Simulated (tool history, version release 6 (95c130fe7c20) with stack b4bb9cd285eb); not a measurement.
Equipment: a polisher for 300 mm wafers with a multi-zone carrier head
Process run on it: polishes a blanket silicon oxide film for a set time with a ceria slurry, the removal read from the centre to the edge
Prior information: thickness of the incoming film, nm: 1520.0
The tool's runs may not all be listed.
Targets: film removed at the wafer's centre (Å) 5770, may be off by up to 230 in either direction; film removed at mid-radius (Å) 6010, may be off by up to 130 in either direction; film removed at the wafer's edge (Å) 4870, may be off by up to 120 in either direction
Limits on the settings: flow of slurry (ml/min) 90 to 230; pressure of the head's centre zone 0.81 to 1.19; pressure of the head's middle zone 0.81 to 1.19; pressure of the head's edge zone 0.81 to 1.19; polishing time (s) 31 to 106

run    day  flow of slurry (ml/min)  pressure of the head's centre zone  pressure of the head's middle zone  pressure of the head's edge zone  polishing time (s)  film removed at the wafer's centre (Å)  film removed at mid-radius (Å)  film removed at the wafer's edge (Å)
  1      0                      150                                   1                                   1                                 1                  68                                  3924.1                          4002.7                                3897.5
  2  0.329                      150                                   1                                1.08                                 1                  68                                  4052.2                          4191.9                                3900.3
  3  0.538                      160                                   1                                 1.1                              0.99                  70                                  4138.9                          4463.4                                4062.4
  4    0.7                      160                                   1                                1.03                              0.99                  70                                  4229.5                          4252.3                                4047.5
  5  0.879                      170                                   1                                1.05                              0.98                  72                                  4217.5                          4518.7                                4193.2
  6  1.125                      170                                0.95                                1.05                              0.98                  72                                    4203                          4514.8                                4187.3
  7  1.471                      175                                0.99                                1.06                              0.96                  74                                  4361.1                          4663.8                                4253.4
  8  1.754                      180                                1.02                                1.08                              0.95                  76                                  4775.1                          4907.7                                4364.5
  9  2.096                      185                                1.03                                 1.1                              0.95                  77                                  4768.6                          5103.7                                4438.9
 10  2.458                      190                                1.05                                1.11                              0.95                  78                                  4890.7                          5209.5                                4532.2
 11  2.517                      195                                1.07                                1.12                              0.95                  79                                  5023.2                          5384.3                                4534.6
 12  2.862                      195                                1.08                                1.12                              0.95                  80                                    5211                          5404.5                                4657.8
 13  3.062                      200                                1.09                                1.13                              0.95                  80                                  5235.3                          5443.1                                4706.2
 14   3.25                      200                                 1.1                                1.14                              0.94                  80                                  5336.1                          5504.8                                4623.4
 15  3.542                      205                                1.11                                1.15                              0.94                  80                                  5367.7                          5591.3                                4624.9
 16   3.75                      205                                1.12                                1.16                              0.94                  80                                  5465.1                          5597.1                                4630.5
 17  3.879                      210                                1.12                                1.16                              0.94                  80                                  5413.7                          5630.5                                4629.8
 18  3.946                      215                                1.14                                1.18                              0.95                  81                                  5572.3                          5830.2                                4794.3

Which single option among these 4 for the next run brings every result within its allowed miss of target? Just one does.
  A  4.012                      215                                1.19                                1.09                              1.03                  86                                       ?                               ?                                     ?
  B  4.012                      225                                1.14                                1.13                              0.82                  83                                       ?                               ?                                     ?
  C  4.012                      225                                 1.1                                1.16                              0.89                  85                                       ?                               ?                                     ?
  D  4.012                      205                                 1.1                                1.16                                 1                  81                                       ?                               ?                                     ?

move  film removed at the wafer's centre (Å)  film removed at mid-radius (Å)  film removed at the wafer's edge (Å)
   A                                  6076.8                          5720.4                                5204.6
   B                                  5712.1                            5732                                4537.3
   C                                  5691.7                          6004.5                                4818.4
   D                                  5346.8                          5647.8                                4803.4
A: moves away from the targets compared with the last run
B: moves away from the targets compared with the last run
C: all results in spec
D: moves away from the targets compared with the last run
The right move is C.

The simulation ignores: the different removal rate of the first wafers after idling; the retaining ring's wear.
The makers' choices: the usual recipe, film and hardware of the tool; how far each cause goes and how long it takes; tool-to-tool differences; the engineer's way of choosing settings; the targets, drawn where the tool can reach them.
